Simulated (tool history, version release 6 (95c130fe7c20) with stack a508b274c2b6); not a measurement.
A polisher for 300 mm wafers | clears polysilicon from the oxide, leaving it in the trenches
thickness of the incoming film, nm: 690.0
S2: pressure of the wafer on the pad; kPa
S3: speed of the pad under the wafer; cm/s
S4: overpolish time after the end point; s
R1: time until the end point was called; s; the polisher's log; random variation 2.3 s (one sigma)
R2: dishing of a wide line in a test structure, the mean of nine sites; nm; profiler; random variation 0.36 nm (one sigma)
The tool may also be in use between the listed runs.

run 1 day=0 | flow_of_slurry_(ml/min)=225 S2=11.7 S3=112 S4=19 | R1=85.282 R2=33.876
run 2 day=0.271 | flow_of_slurry_(ml/min)=225 S2=11 S3=110 S4=17 | R1=90.684 R2=32.114
run 3 day=0.329 | flow_of_slurry_(ml/min)=265 S2=11 S3=110 S4=17 | R1=90.963 R2=33.02
run 4 day=0.517 | flow_of_slurry_(ml/min)=220 S2=11 S3=110 S4=17 | R1=92.05 R2=33.674
run 5 day=0.729 | flow_of_slurry_(ml/min)=270 S2=11 S3=110 S4=17 | R1=90.013 R2=33.403
run 6 day=0.771 | flow_of_slurry_(ml/min)=245 S2=10.3 S3=114 S4=15 | R1=93.005 R2=31.458
run 7 day=1.054 | flow_of_slurry_(ml/min)=225 S2=9.7 S3=118 S4=13 | R1=102.12 R2=30.529
run 8 day=1.238 | flow_of_slurry_(ml/min)=210 S2=9 S3=126 S4=12 | R1=100.95 R2=31.104

Run 9 comes next. What will it give?
run 9 day=1.338 | flow_of_slurry_(ml/min)=235 S2=8.3 S3=124 S4=11 | R1=? R2=?

{"run 9": {"R1": 109.46, "R2": 29.337}}
